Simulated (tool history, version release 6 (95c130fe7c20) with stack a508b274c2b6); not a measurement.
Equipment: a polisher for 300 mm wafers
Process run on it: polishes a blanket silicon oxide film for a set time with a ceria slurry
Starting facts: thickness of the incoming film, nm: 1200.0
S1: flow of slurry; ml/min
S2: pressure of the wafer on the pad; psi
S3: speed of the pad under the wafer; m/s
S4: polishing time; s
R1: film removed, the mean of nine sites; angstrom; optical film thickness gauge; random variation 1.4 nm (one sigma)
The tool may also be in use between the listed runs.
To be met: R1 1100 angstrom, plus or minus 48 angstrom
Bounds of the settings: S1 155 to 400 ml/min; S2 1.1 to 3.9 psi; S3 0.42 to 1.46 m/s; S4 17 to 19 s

| run | hour | S1 | S2 | S3 | S4 | R1 |
|---|---|---|---|---|---|---|
| 1 | 0 | 255 | 2.5 | 0.94 | 19 | 628.01 |
| 2 | 7.8 | 255 | 2.5 | 0.94 | 17 | 559.73 |
| 3 | 10.3 | 255 | 2.5 | 0.94 | 19 | 639.94 |
| 4 | 13.1 | 255 | 3.1 | 0.94 | 19 | 778.43 |
| 5 | 17.9 | 255 | 3.1 | 0.76 | 19 | 630.44 |
| 6 | 22.2 | 255 | 3.1 | 0.64 | 19 | 538.85 |
| 7 | 24.4 | 265 | 3.8 | 0.9 | 19 | 919.2 |
| 8 | 26.4 | 265 | 3.8 | 0.92 | 19 | 936.42 |
| 9 | 31.2 | 265 | 3.8 | 0.94 | 19 | 937.96 |
| 10 | 38.9 | 265 | 3.8 | 0.96 | 19 | 969.21 |
| 11 | 47 | 265 | 3.8 | 0.98 | 19 | 1000.3 |

Pick the move, out of 4, that brings all results within their allowed miss; only one does.
| A | 55.1 | 280 | 3.9 | 1.1 | 18 | ? |
| B | 55.1 | 250 | 3.9 | 0.94 | 17 | ? |
| C | 55.1 | 190 | 3.9 | 0.94 | 19 | ? |
| D | 55.1 | 260 | 3.8 | 1.06 | 18 | ? |

| move | R1 |
|---|---|
| A | 1097.3 |
| B | 879.52 |
| C | 951.43 |
| D | 1024.4 |
A: all results land within tolerance of their targets
B: misses by more than the last run did
C: misses by more than the last run did
D: better than the last run, though not everything is in spec
Move A is the one to make.
